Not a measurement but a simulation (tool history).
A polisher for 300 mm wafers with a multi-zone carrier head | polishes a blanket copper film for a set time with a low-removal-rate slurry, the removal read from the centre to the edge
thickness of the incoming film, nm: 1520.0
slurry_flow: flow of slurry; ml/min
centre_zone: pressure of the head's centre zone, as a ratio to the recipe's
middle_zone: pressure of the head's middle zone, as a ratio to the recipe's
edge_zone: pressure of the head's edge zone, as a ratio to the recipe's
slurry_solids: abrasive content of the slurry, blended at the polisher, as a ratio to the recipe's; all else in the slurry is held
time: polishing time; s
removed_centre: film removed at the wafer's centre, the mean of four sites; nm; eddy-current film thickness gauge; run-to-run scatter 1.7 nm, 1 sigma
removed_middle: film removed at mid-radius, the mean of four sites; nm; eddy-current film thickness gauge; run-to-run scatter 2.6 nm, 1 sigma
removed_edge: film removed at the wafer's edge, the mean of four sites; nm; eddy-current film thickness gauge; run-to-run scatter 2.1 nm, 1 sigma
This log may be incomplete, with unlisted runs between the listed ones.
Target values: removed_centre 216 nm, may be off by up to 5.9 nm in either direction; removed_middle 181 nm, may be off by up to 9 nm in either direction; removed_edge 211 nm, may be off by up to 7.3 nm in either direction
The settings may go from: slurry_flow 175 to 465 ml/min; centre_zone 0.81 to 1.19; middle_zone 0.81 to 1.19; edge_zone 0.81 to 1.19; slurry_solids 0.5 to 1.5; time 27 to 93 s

run	hour	slurry_flow	centre_zone	middle_zone	edge_zone	slurry_solids	time	removed_centre	removed_middle	removed_edge
1	0	295	1	1	1	1	59	255.44	247.82	256.98
2	7.7	295	1.07	1	1	1	59	270.93	243.84	252.61
3	13.2	295	1.1	1	1	1	59	277.44	239.87	248.4
4	16.9	295	1.1	1	0.96	1	59	283.59	244.21	251.27
5	23.8	295	1.1	1.04	0.96	1	59	281	257.92	246.62
6	25.4	290	1.08	1	0.97	0.85	57	257.27	224.76	230.62
7	26	280	1.06	0.97	0.98	0.75	57	246.63	215.59	225.94
8	30.1	275	1.04	0.94	0.98	0.7	57	239.19	205.82	227.25
9	33.8	270	1.03	0.92	0.97	0.65	57	231.7	197.73	219.83
10	41.3	260	1.02	0.9	0.96	0.65	57	227.12	196.89	217.97
11	43	250	1.02	0.88	0.96	0.65	57	231.12	196.07	217.89
12	51	255	1.01	0.87	0.96	0.6	57	222.66	189.68	217.04
13	53.5	255	1.01	0.86	0.95	0.6	57	219.57	191.15	215.5

Pick the move, out of 4, that brings all results within their allowed miss; only one does.
A	56	195	1.09	0.81	1	0.65	56	?	?	?
B	56	300	0.96	0.89	0.86	0.8	56	?	?	?
C	56	240	0.95	0.9	0.82	1	55	?	?	?
D	56	340	0.99	0.84	0.94	0.65	54	?	?	?

move	removed_centre	removed_middle	removed_edge
A	228.47	170.72	212.72
B	223.23	203.46	218.1
C	219.53	204.72	215.19
D	216.8	182.43	211.46
A: moves the result that the last run missed by most past its target, out the other side
B: lands further from the targets than the last run did
C: lands further from the targets than the last run did
D: every result lands within tolerance
Go with D: it meets all targets.
